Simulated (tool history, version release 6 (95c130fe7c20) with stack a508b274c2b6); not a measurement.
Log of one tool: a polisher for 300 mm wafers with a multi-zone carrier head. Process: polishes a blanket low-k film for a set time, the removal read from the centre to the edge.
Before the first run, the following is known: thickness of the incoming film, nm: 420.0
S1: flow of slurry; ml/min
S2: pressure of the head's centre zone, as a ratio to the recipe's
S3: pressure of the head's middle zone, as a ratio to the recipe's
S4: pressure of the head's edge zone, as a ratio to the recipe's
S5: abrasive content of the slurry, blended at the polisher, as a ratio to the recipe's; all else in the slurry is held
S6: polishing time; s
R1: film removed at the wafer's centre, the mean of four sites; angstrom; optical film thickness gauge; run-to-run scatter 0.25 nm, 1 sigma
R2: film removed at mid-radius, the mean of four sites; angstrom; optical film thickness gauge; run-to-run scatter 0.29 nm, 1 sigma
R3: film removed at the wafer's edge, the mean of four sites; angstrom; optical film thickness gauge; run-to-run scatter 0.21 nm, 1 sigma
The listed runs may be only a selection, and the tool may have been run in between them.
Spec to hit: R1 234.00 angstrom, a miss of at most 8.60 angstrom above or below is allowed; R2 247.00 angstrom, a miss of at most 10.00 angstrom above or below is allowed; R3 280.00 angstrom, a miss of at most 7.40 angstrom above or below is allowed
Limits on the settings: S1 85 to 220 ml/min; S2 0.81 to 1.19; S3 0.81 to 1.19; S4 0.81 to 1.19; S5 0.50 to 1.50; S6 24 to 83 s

run,day,S1,S2,S3,S4,S5,S6,R1,R2,R3
1,0.000,140,1.00,1.00,1.00,1.00,53,221.19,223.72,221.29
2,0.179,165,1.00,1.00,1.00,1.00,53,234.01,228.44,224.02
3,0.471,165,0.99,0.99,1.02,1.05,53,232.81,232.66,233.93
4,0.608,165,0.99,0.99,0.94,1.05,53,232.86,236.12,224.40
5,0.900,165,0.99,0.99,0.97,1.05,53,237.08,228.31,230.57
6,1.146,165,0.99,0.99,1.01,1.05,53,232.56,238.04,233.65
7,1.188,170,0.99,0.97,1.03,1.05,53,234.51,227.79,235.35
8,1.246,170,0.98,0.97,1.04,1.05,53,238.06,227.18,235.90
9,1.525,170,0.98,0.97,1.04,1.05,53,235.68,229.23,239.49
10,1.792,175,0.97,0.97,1.05,1.05,53,233.99,230.70,238.05
# day 2.042: worn pad replaced by a new one
11,2.042,150,0.87,0.92,1.15,1.30,54,249.04,259.46,298.90
12,2.362,145,0.87,0.92,1.14,1.30,54,247.27,261.38,297.93

Below are 5 possible settings for the next run. Only one of them brings all results inside the allowed miss of their targets. Which is it?
A,2.683,145,0.83,0.98,1.08,1.35,53,?,?,?
B,2.683,130,0.83,0.94,1.12,1.35,60,?,?,?
C,2.683,130,0.90,0.93,1.19,1.35,56,?,?,?
D,2.683,150,0.89,0.94,1.19,1.40,48,?,?,?
E,2.683,160,0.96,1.05,1.02,1.20,53,?,?,?

move,R1,R2,R3
A,233.62,274.53,290.62
B,257.00,292.70,329.40
C,260.27,270.63,317.28
D,232.17,245.25,282.31
E,263.28,282.16,272.31
A: the biggest miss grows against the last run
B: the biggest miss grows against the last run
C: the biggest miss grows against the last run
D: hits every target within its allowed miss
E: the result that was furthest off in the last run now lies on the other side of its target
The right move is D.
